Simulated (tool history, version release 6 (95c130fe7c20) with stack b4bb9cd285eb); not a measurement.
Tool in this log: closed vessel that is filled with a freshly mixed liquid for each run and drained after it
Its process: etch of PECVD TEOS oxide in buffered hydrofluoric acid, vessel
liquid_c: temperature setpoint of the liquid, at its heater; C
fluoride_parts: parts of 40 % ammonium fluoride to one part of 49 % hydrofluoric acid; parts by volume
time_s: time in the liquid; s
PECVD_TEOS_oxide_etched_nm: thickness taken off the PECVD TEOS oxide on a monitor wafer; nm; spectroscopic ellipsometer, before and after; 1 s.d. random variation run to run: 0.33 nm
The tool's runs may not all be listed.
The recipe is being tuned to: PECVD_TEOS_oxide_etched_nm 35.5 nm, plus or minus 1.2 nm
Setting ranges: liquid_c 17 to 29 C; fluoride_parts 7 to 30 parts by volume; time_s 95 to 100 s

{"run": 1, "hour": 0.0, "liquid_c": 21, "fluoride_parts": 20, "time_s": 95, "PECVD_TEOS_oxide_etched_nm": 51.183}
{"run": 2, "hour": 6.9, "liquid_c": 21, "fluoride_parts": 20, "time_s": 95, "PECVD_TEOS_oxide_etched_nm": 51.429}
{"run": 3, "hour": 8.0, "liquid_c": 19, "fluoride_parts": 20, "time_s": 95, "PECVD_TEOS_oxide_etched_nm": 45.601}
{"run": 4, "hour": 14.9, "liquid_c": 19, "fluoride_parts": 16.5, "time_s": 95, "PECVD_TEOS_oxide_etched_nm": 54.886}
{"run": 5, "hour": 21.3, "liquid_c": 19, "fluoride_parts": 14.5, "time_s": 95, "PECVD_TEOS_oxide_etched_nm": 62.975}
{"run": 6, "hour": 27.5, "liquid_c": 18.5, "fluoride_parts": 16, "time_s": 95, "PECVD_TEOS_oxide_etched_nm": 55.935}
{"run": 7, "hour": 33.3, "liquid_c": 18, "fluoride_parts": 17, "time_s": 95, "PECVD_TEOS_oxide_etched_nm": 51.23}
{"run": 8, "hour": 35.7, "liquid_c": 18, "fluoride_parts": 18, "time_s": 95, "PECVD_TEOS_oxide_etched_nm": 47.827}
{"run": 9, "hour": 39.8, "liquid_c": 18, "fluoride_parts": 18.5, "time_s": 95, "PECVD_TEOS_oxide_etched_nm": 45.932}
{"run": 10, "hour": 47.6, "liquid_c": 18, "fluoride_parts": 19, "time_s": 95, "PECVD_TEOS_oxide_etched_nm": 45.45}
{"run": 11, "hour": 50.9, "liquid_c": 18, "fluoride_parts": 19.5, "time_s": 95, "PECVD_TEOS_oxide_etched_nm": 43.911}

5 candidate next runs follow, results not yet known. Just one meets every target within its allowed miss. Identify it.
{"run": "A", "hour": 54.2, "liquid_c": 20, "fluoride_parts": 20, "time_s": 95, "PECVD_TEOS_oxide_etched_nm": "?"}
{"run": "B", "hour": 54.2, "liquid_c": 17.5, "fluoride_parts": 18.5, "time_s": 100, "PECVD_TEOS_oxide_etched_nm": "?"}
{"run": "C", "hour": 54.2, "liquid_c": 18, "fluoride_parts": 17.5, "time_s": 100, "PECVD_TEOS_oxide_etched_nm": "?"}
{"run": "D", "hour": 54.2, "liquid_c": 19, "fluoride_parts": 18, "time_s": 100, "PECVD_TEOS_oxide_etched_nm": "?"}
{"run": "E", "hour": 54.2, "liquid_c": 17, "fluoride_parts": 24.5, "time_s": 95, "PECVD_TEOS_oxide_etched_nm": "?"}

move=A PECVD_TEOS_oxide_etched_nm=48.015
move=B PECVD_TEOS_oxide_etched_nm=47.388
move=C PECVD_TEOS_oxide_etched_nm=51.508
move=D PECVD_TEOS_oxide_etched_nm=53.016
move=E PECVD_TEOS_oxide_etched_nm=35.2
A: the biggest miss grows against the last run
B: the biggest miss grows against the last run
C: the biggest miss grows against the last run
D: the biggest miss grows against the last run
E: meets every target
E meets every target.

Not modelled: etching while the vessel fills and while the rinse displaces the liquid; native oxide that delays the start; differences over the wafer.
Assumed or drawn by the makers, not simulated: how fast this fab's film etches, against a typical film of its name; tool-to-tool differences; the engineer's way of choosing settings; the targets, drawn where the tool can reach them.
